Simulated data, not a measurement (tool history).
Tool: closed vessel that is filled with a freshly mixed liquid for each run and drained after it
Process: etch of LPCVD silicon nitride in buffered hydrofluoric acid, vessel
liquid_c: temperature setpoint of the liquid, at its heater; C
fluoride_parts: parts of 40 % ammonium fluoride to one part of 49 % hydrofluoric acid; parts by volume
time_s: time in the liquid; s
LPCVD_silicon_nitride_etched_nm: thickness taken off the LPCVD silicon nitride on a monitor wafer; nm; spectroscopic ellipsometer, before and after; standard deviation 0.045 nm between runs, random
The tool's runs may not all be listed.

run  hour  liquid_c  fluoride_parts  time_s  LPCVD_silicon_nitride_etched_nm
  1     0        22             7.5     375                           7.3991
  2   4.7        22             7.5     170                           3.3656
  3   7.1        22             7.5     170                           3.3398
  4  15.6      24.5             6.5     235                           6.1195
  5  20.2      24.5             6.5     375                           9.7009
     27.8  -- thermometer replaced
  6  27.8        25             6.5     375                           9.3596
  7  31.2      25.5             6.5     375                           9.6428
  8  39.5      25.5             6.5     375                           9.7174
  9  42.8      25.5             6.5     375                           9.6142
 10    45        26             6.5     375                           9.9606

Run 11 has not been measured yet. What should we expect?
 11  46.4      26.5             6.5     375                                ?

{"run 11": {"LPCVD_silicon_nitride_etched_nm": 10.203}}
